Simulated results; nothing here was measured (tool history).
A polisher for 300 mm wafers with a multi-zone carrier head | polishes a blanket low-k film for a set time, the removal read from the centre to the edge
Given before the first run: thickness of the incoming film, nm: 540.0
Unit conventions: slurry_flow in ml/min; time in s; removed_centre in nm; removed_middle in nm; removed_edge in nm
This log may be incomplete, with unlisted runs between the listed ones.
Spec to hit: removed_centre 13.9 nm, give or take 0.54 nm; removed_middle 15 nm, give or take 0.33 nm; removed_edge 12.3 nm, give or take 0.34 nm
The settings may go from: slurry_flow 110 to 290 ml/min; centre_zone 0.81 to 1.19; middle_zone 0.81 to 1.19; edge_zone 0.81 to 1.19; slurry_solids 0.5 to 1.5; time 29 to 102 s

run 1 hour=0 | slurry_flow=185 centre_zone=1 middle_zone=1 edge_zone=1 slurry_solids=1 time=65 | removed_centre=15.35 removed_middle=15.088 removed_edge=14.573
run 2 hour=1.2 | slurry_flow=175 centre_zone=1 middle_zone=1.02 edge_zone=0.96 slurry_solids=1 time=65 | removed_centre=15.016 removed_middle=15.389 removed_edge=14.432
run 3 hour=3.9 | slurry_flow=175 centre_zone=1 middle_zone=1.02 edge_zone=1 slurry_solids=1 time=65 | removed_centre=15.217 removed_middle=15.385 removed_edge=14.603
run 4 hour=4.8 | slurry_flow=180 centre_zone=1.01 middle_zone=1.04 edge_zone=0.97 slurry_solids=0.95 time=65 | removed_centre=14.805 removed_middle=15.059 removed_edge=13.934
run 5 hour=7.8 | slurry_flow=180 centre_zone=1.01 middle_zone=1.04 edge_zone=0.9 slurry_solids=0.95 time=65 | removed_centre=14.939 removed_middle=15.268 removed_edge=13.469
run 6 hour=10.2 | slurry_flow=180 centre_zone=1.01 middle_zone=1.04 edge_zone=0.9 slurry_solids=1.1 time=65 | removed_centre=16.255 removed_middle=16.398 removed_edge=14.681
run 7 hour=18.2 | slurry_flow=180 centre_zone=1.01 middle_zone=1.05 edge_zone=0.88 slurry_solids=1.05 time=65 | removed_centre=15.893 removed_middle=16.293 removed_edge=14.321
run 8 hour=20.3 | slurry_flow=175 centre_zone=1.01 middle_zone=1.06 edge_zone=0.87 slurry_solids=1 time=65 | removed_centre=15.345 removed_middle=16.03 removed_edge=13.92
run 9 hour=25.8 | slurry_flow=180 centre_zone=1.01 middle_zone=1.06 edge_zone=0.86 slurry_solids=0.95 time=65 | removed_centre=15.013 removed_middle=15.491 removed_edge=13.34
run 10 hour=31.5 | slurry_flow=180 centre_zone=1.01 middle_zone=1.07 edge_zone=0.85 slurry_solids=0.95 time=65 | removed_centre=14.658 removed_middle=15.599 removed_edge=13.083
run 11 hour=35.6 | slurry_flow=180 centre_zone=1.01 middle_zone=1.07 edge_zone=0.85 slurry_solids=0.95 time=65 | removed_centre=14.874 removed_middle=15.596 removed_edge=13.087
run 12 hour=43.5 | slurry_flow=180 centre_zone=1.01 middle_zone=1.07 edge_zone=0.85 slurry_solids=0.95 time=65 | removed_centre=14.847 removed_middle=15.325 removed_edge=13.189
run 13 hour=47.7 | slurry_flow=180 centre_zone=1.01 middle_zone=1.08 edge_zone=0.84 slurry_solids=0.95 time=65 | removed_centre=15.113 removed_middle=15.922 removed_edge=13.026
run 14 hour=50.7 | slurry_flow=130 centre_zone=0.98 middle_zone=1.07 edge_zone=0.81 slurry_solids=0.9 time=65 | removed_centre=13.59 removed_middle=14.484 removed_edge=12.158
run 15 hour=56.2 | slurry_flow=135 centre_zone=0.98 middle_zone=1.07 edge_zone=0.81 slurry_solids=0.9 time=65 | removed_centre=13.493 removed_middle=14.588 removed_edge=12.251

Which one of the following 4 next-run settings gets every result inside its allowed miss? There is exactly one.
run A hour=61.7 | slurry_flow=135 centre_zone=0.98 middle_zone=1.16 edge_zone=0.81 slurry_solids=0.9 time=62 | removed_centre=? removed_middle=? removed_edge=?
run B hour=61.7 | slurry_flow=145 centre_zone=0.96 middle_zone=1.06 edge_zone=0.85 slurry_solids=0.9 time=64 | removed_centre=? removed_middle=? removed_edge=?
run C hour=61.7 | slurry_flow=170 centre_zone=0.98 middle_zone=1.07 edge_zone=0.81 slurry_solids=0.85 time=68 | removed_centre=? removed_middle=? removed_edge=?
run D hour=61.7 | slurry_flow=140 centre_zone=1 middle_zone=1.03 edge_zone=0.82 slurry_solids=0.85 time=68 | removed_centre=? removed_middle=? removed_edge=?

move=A removed_centre=12.819 removed_middle=15.057 removed_edge=11.416
move=B removed_centre=13.052 removed_middle=14.487 removed_edge=12.108
move=C removed_centre=13.837 removed_middle=15.132 removed_edge=12.237
move=D removed_centre=13.826 removed_middle=14.379 removed_edge=12.143
A: brings the last run's worst result on target, with another outside its allowed miss
B: lands further from the targets than the last run did
C: all results in spec
D: lands further from the targets than the last run did
C is the move that brings every result within its allowed miss.
